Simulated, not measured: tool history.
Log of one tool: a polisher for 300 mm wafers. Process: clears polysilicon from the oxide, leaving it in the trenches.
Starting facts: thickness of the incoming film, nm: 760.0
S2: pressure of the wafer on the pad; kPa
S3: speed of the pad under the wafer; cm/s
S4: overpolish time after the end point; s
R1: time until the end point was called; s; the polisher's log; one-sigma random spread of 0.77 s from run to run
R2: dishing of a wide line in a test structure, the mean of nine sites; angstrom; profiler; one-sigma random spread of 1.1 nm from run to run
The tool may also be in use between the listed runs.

{"run": 1, "hour": 0.0, "flow of slurry (ml/min)": 220, "S2": 19.3, "S3": 82, "S4": 14, "R1": 62.49, "R2": 725.17}
{"run": 2, "hour": 1.8, "flow of slurry (ml/min)": 220, "S2": 22.1, "S3": 84, "S4": 12, "R1": 54.147, "R2": 711.32}
{"run": 3, "hour": 10.8, "flow of slurry (ml/min)": 190, "S2": 22.1, "S3": 84, "S4": 12, "R1": 52.024, "R2": 720.62}
{"run": 4, "hour": 11.5, "flow of slurry (ml/min)": 190, "S2": 22.1, "S3": 96, "S4": 12, "R1": 47.497, "R2": 754.23}
{"run": 5, "hour": 20.1, "flow of slurry (ml/min)": 190, "S2": 23.4, "S3": 96, "S4": 11, "R1": 45.179, "R2": 743.1}
{"run": 6, "hour": 20.9, "flow of slurry (ml/min)": 190, "S2": 23.4, "S3": 96, "S4": 8, "R1": 44.47, "R2": 685.61}
{"run": 7, "hour": 26.7, "flow of slurry (ml/min)": 190, "S2": 24.1, "S3": 96, "S4": 8, "R1": 44.022, "R2": 690.59}

Predict the results of run 8:
{"run": 8, "hour": 31.5, "flow of slurry (ml/min)": 190, "S2": 24.8, "S3": 96, "S4": 8, "R1": "?", "R2": "?"}

{"run 8": {"R1": 42.001, "R2": 680.84}}
